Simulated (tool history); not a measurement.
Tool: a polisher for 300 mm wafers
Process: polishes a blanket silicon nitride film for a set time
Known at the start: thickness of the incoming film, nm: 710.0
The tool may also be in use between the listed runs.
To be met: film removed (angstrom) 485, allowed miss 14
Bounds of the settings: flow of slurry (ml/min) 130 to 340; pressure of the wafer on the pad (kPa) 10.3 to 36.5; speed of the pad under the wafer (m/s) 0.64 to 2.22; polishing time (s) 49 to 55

run	hour	flow of slurry (ml/min)	pressure of the wafer on the pad (kPa)	speed of the pad under the wafer (m/s)	polishing time (s)	film removed (angstrom)
1	0	220	23.4	1.42	55	1056.1
2	2.9	190	23.4	1.42	55	1033.2
3	11.8	190	23.4	1.42	55	1035.2
4	15.1	190	21.4	1.38	55	920.77
5	19	190	24.1	1.38	55	1043.4
6	27.7	190	28.3	1.38	55	1203.5
7	30.6	180	21.4	0.98	54	683.5
8	35.2	180	20	0.98	54	647.14
9	41	180	19.3	0.98	54	624.51
10	46.7	180	18.6	0.98	54	599.52
11	48.3	175	13.1	0.96	54	417.38
12	54.4	185	13.1	0.96	54	421.53
13	63.2	225	16.5	0.96	54	547.25
14	69.5	215	16.5	0.96	54	538.13
15	71.8	175	14.5	0.96	54	460.9

5 next moves are on the table. One of them brings every result within its allowed miss. Which?
A	74.1	185	16.5	0.96	50	?
B	74.1	140	20.7	0.66	50	?
C	74.1	165	18.6	0.8	49	?
D	74.1	170	14.5	1.06	49	?
E	74.1	205	17.2	0.7	53	?

move	film removed (angstrom)
A	494.33
B	430.55
C	459.7
D	455.06
E	429.87
A: meets every target
B: further off than the last run
C: as far off as the last run
D: further off than the last run
E: further off than the last run
Move A is the one to make.
